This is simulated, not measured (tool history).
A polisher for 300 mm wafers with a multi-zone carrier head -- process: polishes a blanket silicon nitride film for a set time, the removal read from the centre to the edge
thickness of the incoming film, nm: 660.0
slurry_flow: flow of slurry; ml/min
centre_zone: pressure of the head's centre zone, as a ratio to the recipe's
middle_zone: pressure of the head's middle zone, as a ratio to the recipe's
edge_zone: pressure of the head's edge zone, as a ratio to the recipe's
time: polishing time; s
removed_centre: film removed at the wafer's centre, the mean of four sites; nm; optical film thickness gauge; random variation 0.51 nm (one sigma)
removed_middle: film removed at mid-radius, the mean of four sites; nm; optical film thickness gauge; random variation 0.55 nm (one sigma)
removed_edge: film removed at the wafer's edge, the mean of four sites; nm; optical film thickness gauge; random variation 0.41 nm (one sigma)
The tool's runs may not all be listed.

run,hour,slurry_flow,centre_zone,middle_zone,edge_zone,time,removed_centre,removed_middle,removed_edge
1,0.0,300,1.00,1.00,1.00,44,70.654,70.499,70.647
2,8.8,300,0.97,1.00,1.00,44,68.452,69.521,69.185
3,13.4,300,0.97,0.93,1.00,44,69.708,67.171,69.109
4,21.9,300,0.90,0.93,1.00,44,64.221,66.479,69.719
5,30.7,300,0.90,0.93,1.00,39,57.530,58.603,60.734
6,33.4,300,0.90,0.93,1.00,46,68.662,70.768,72.737
7,40.3,295,0.90,0.90,1.00,40,59.973,58.796,63.460
8,49.0,290,0.89,0.88,0.99,36,51.815,50.953,57.634
9,50.7,305,0.91,0.88,0.97,33,49.710,47.107,51.660
10,54.3,300,0.90,0.86,0.95,32,47.834,45.165,49.645
11,59.3,295,0.89,0.85,0.94,31,45.037,43.169,47.392

For run 12, what comes out?
12,68.2,285,0.89,0.84,0.93,30,?,?,?

{"run 12": {"removed_centre": 43.853, "removed_middle": 41.187, "removed_edge": 46.51}}
